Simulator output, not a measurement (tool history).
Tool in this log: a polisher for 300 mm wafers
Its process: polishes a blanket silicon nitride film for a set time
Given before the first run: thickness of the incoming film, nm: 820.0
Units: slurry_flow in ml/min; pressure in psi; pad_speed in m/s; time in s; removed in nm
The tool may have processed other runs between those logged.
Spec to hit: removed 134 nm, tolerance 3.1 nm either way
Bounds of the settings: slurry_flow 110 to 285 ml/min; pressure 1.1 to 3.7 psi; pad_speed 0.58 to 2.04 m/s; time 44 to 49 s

run  hour  slurry_flow  pressure  pad_speed  time  removed
  1     0          180       2.4        1.3    49   84.223
  2   2.8          180       2.4       1.14    49   76.753
  3   4.8          195       2.7       1.14    49   86.402
  4   9.2          195       2.7       1.14    49   86.782
  5  16.8          195         3       1.14    49   95.098
  6  23.1          195         3       1.14    49   95.275
  7  32.1          210       3.2       1.16    49   105.64
  8  35.1          220       3.3       1.16    49   106.85
  9  43.8          220       3.4        1.2    49   113.16
 10  51.3          220       3.5       1.24    49   120.61
 11  54.8          220       3.6       1.26    49    125.4
 12  58.6          220       3.6       1.28    49   129.52
 13  66.8          220       3.6       1.28    49   126.58

Of the 5 settings listed for the next run, only one would bring every result within its allowed miss of target. Which one?
  A    75          210       3.4       1.42    47        ?
  B    75          215       3.7       1.28    47        ?
  C    75          270       3.6       1.18    47        ?
  D    75          255       3.6       1.44    46        ?
  E    75          185       3.7        1.3    48        ?

move  removed
   A   124.79
   B   125.16
   C   117.24
   D   133.75
   E   126.65
A: its largest miss is bigger than the last run's
B: its largest miss is bigger than the last run's
C: its largest miss is bigger than the last run's
D: all results in spec
E: just as far off the targets as the last run
The right move is D.
